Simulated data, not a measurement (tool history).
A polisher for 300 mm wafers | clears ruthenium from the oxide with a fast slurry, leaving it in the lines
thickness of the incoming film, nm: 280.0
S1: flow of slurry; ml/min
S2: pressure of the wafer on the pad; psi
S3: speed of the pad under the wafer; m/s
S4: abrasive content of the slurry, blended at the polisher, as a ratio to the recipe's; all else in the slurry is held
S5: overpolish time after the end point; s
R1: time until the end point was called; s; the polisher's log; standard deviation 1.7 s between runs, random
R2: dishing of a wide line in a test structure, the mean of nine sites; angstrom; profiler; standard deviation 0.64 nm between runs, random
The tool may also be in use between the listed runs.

run    day   S1   S2    S3  S4  S5      R1      R2
  1      0  135  3.1  1.02   1  12   75.74  376.08
  2  0.117  130  2.7     1   1  14  88.519  366.67
  3   0.45  125  2.4  0.98   1  16  101.52  364.07
  4  0.742  120  2.2  0.98   1  17  113.23  356.07
  5  0.783  120  2.8  0.98   1  17  85.858  433.74
  6  0.988  120  2.5  0.98   1  18   100.2  409.96
  7  1.046  120  2.3  0.98   1  19  105.79  411.08
  8  1.146  115  2.1  0.98   1  19  116.65  367.95
  9    1.2  110    2  0.98   1  20  126.34  365.91
 10   1.35  105    2  0.98   1  20  126.91  375.35

Predict the results of run 11:
 11  1.604  100  1.9  0.98   1  20   ?   ?

Run 11 produced R1 132.1 s, R2 366.95 angstrom.
